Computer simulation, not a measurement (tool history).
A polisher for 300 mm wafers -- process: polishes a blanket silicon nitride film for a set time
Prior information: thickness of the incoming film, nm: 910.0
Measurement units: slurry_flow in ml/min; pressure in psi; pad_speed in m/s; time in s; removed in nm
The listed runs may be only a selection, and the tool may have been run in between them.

Run 1, hour 0.0: slurry_flow 295 ml/min, pressure 4.3 psi, pad_speed 1.08 m/s, time 22 s. Result: removed 43.386 nm.
Run 2, hour 6.6: slurry_flow 365 ml/min, pressure 4.3 psi, pad_speed 1.08 m/s, time 22 s. Result: removed 44.996 nm.
Run 3, hour 12.1: slurry_flow 350 ml/min, pressure 4.0 psi, pad_speed 1.08 m/s, time 22 s. Result: removed 41.335 nm.
Run 4, hour 17.7: slurry_flow 350 ml/min, pressure 4.5 psi, pad_speed 1.08 m/s, time 22 s. Result: removed 46.863 nm.
Run 5, hour 24.4: slurry_flow 420 ml/min, pressure 4.5 psi, pad_speed 1.08 m/s, time 22 s. Result: removed 47.199 nm.
Run 6, hour 33.4: slurry_flow 420 ml/min, pressure 4.1 psi, pad_speed 1.08 m/s, time 22 s. Result: removed 42.322 nm.
Run 7, hour 41.2: slurry_flow 420 ml/min, pressure 4.1 psi, pad_speed 1.08 m/s, time 22 s. Result: removed 43.267 nm.
Run 8, hour 47.9: slurry_flow 420 ml/min, pressure 4.1 psi, pad_speed 1.08 m/s, time 22 s. Result: removed 42.909 nm.
Run 9, hour 51.1: slurry_flow 420 ml/min, pressure 3.9 psi, pad_speed 1.08 m/s, time 22 s. Result: removed 40.920 nm.
Run 10, hour 59.3: slurry_flow 420 ml/min, pressure 3.9 psi, pad_speed 1.08 m/s, time 22 s. Result: removed 40.570 nm.
Run 11, hour 63.7: slurry_flow 420 ml/min, pressure 3.8 psi, pad_speed 1.08 m/s, time 22 s. Result: removed 39.976 nm.

Run 12 comes next. What will it give?
Run 12, hour 70.1: slurry_flow 420 ml/min, pressure 3.7 psi, pad_speed 1.08 m/s, time 22 s. Result: removed ?.

Run 12 came out at removed 39.362 nm.
